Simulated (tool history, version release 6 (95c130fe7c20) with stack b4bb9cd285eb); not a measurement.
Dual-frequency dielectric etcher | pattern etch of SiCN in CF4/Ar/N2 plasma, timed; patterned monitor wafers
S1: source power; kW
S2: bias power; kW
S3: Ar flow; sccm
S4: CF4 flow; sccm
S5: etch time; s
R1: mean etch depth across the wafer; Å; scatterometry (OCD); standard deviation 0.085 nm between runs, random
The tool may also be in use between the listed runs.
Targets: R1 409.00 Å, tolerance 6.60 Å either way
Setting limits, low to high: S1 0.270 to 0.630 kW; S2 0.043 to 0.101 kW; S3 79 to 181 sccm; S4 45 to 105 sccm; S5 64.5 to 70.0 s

run,hour,S1,S2,S3,S4,S5,R1
1,0.0,0.450,0.072,130,75,70.0,555.59
2,4.3,0.450,0.072,130,82,70.0,565.00
3,7.7,0.420,0.072,130,82,70.0,528.55
4,11.4,0.400,0.072,130,82,70.0,500.00
5,19.2,0.400,0.072,130,82,70.0,500.70
6,21.2,0.400,0.081,130,82,70.0,518.88
7,23.1,0.380,0.081,130,82,70.0,489.91
8,30.5,0.370,0.081,130,82,70.0,478.66
9,35.4,0.360,0.081,130,82,70.0,461.42
10,39.8,0.350,0.081,130,82,70.0,448.09
11,44.8,0.340,0.081,130,82,70.0,434.70
12,46.7,0.330,0.081,130,82,70.0,417.51

Which single option among these 4 for the next run brings every result within its allowed miss of target? Just one does.
A,48.6,0.360,0.066,146,78,70.0,?
B,48.6,0.330,0.084,135,93,70.0,?
C,48.6,0.360,0.068,108,84,66.5,?
D,48.6,0.330,0.087,122,78,66.5,?

move,R1
A,423.18
B,430.60
C,423.82
D,405.23
A: moves away from the targets compared with the last run
B: moves away from the targets compared with the last run
C: moves away from the targets compared with the last run
D: hits every target within its allowed miss
D is the move that brings every result within its allowed miss.
